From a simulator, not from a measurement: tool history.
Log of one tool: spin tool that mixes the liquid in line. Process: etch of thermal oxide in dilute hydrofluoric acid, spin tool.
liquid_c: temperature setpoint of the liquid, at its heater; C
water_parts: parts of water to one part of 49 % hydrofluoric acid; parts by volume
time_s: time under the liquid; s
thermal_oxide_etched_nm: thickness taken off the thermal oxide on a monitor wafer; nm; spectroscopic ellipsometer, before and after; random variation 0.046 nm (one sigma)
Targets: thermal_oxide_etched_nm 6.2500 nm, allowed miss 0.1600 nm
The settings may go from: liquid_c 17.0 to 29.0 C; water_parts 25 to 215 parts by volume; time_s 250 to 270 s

run,hour,liquid_c,water_parts,time_s,thermal_oxide_etched_nm
1,0.0,21.0,120,250,9.1149
2,4.3,20.5,125,250,8.5851
3,8.3,20.5,105,250,10.4960
4,15.1,20.5,105,270,11.1750
5,19.2,20.5,105,250,10.4450
6,27.4,20.0,110,250,9.7235
7,34.3,19.5,115,250,9.1361
8,38.2,19.0,120,250,8.4008
9,40.6,19.0,120,250,8.4511
10,42.4,18.5,125,250,7.8862
11,50.1,17.5,135,250,7.0000
12,58.8,17.0,140,250,6.6329

5 next moves are on the table. One of them brings every result within its allowed miss. Which?
A,67.5,17.0,135,255,?
B,67.5,17.0,135,250,?
C,67.5,17.0,140,260,?
D,67.5,17.5,140,270,?
E,67.5,17.0,150,255,?

move,thermal_oxide_etched_nm
A,6.8917
B,6.7566
C,6.7444
D,7.1501
E,6.1170
A: further off than the last run
B: further off than the last run
C: further off than the last run
D: further off than the last run
E: meets every target
The right move is E.

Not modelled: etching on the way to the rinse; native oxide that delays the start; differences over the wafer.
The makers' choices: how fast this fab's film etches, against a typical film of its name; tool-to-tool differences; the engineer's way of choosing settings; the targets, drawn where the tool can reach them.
